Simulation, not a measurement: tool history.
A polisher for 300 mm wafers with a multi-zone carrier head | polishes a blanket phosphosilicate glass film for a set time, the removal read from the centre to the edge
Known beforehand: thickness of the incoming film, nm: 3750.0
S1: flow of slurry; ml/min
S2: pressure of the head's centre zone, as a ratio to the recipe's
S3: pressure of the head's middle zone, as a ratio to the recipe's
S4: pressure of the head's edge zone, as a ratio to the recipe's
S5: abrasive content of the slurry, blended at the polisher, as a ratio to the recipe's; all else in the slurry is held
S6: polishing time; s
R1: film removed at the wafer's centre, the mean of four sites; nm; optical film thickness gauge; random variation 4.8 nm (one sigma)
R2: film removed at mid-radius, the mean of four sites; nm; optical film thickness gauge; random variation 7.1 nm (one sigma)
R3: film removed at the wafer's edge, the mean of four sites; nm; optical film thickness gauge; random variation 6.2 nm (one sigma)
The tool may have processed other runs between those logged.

{"run": 1, "day": 0.0, "S1": 200, "S2": 1.0, "S3": 1.0, "S4": 1.0, "S5": 1.0, "S6": 81, "R1": 871.7, "R2": 890.9, "R3": 856.86}
{"run": 2, "day": 0.317, "S1": 200, "S2": 1.0, "S3": 1.0, "S4": 1.0, "S5": 1.0, "S6": 95, "R1": 1039.6, "R2": 1038.1, "R3": 1018.2}
{"run": 3, "day": 0.504, "S1": 195, "S2": 0.98, "S3": 0.97, "S4": 0.96, "S5": 0.85, "S6": 93, "R1": 917.62, "R2": 934.56, "R3": 888.26}
{"run": 4, "day": 0.608, "S1": 195, "S2": 0.98, "S3": 0.9, "S4": 0.96, "S5": 0.85, "S6": 93, "R1": 925.19, "R2": 883.98, "R3": 893.48}
{"run": 5, "day": 0.629, "S1": 185, "S2": 0.96, "S3": 0.88, "S4": 0.94, "S5": 0.75, "S6": 93, "R1": 854.56, "R2": 804.54, "R3": 823.46}
{"run": 6, "day": 0.858, "S1": 175, "S2": 0.93, "S3": 0.87, "S4": 0.91, "S5": 0.7, "S6": 93, "R1": 798.73, "R2": 751.69, "R3": 778.1}
{"run": 7, "day": 0.892, "S1": 165, "S2": 0.91, "S3": 0.88, "S4": 0.88, "S5": 0.7, "S6": 93, "R1": 774.43, "R2": 760.32, "R3": 778.47}

What does the tool deliver on the next run?
{"run": 8, "day": 1.029, "S1": 170, "S2": 0.9, "S3": 0.88, "S4": 0.87, "S5": 0.65, "S6": 93, "R1": "?", "R2": "?", "R3": "?"}

Run 8 measured R1 736.21 nm, R2 725.24 nm, R3 733.66 nm.
